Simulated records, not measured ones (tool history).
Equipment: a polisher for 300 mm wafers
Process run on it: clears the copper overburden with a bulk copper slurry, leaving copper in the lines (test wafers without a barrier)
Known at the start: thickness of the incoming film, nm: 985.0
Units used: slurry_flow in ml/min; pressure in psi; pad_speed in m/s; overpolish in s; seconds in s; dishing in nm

run	hour	slurry_flow	pressure	pad_speed	slurry_solids	overpolish	seconds	dishing
1	0.0	180	1.7	1.40	1.0	29	137.96	69.281
2	8.6	180	1.8	1.42	1.0	27	128.02	70.544
3	9.9	180	1.9	1.44	1.0	25	123.91	68.220
4	16.0	180	1.6	1.44	1.0	25	136.28	65.652
# hour 19.6: slurry nozzle cleaned
5	19.6	180	1.7	1.46	1.0	24	124.01	67.751
6	20.6	180	1.7	1.46	1.1	24	122.53	67.040

For run 7, what comes out?
7	21.6	180	1.8	1.48	1.1	23	?	?

Run 7 produced seconds 115.98 s, dishing 67.990 nm.

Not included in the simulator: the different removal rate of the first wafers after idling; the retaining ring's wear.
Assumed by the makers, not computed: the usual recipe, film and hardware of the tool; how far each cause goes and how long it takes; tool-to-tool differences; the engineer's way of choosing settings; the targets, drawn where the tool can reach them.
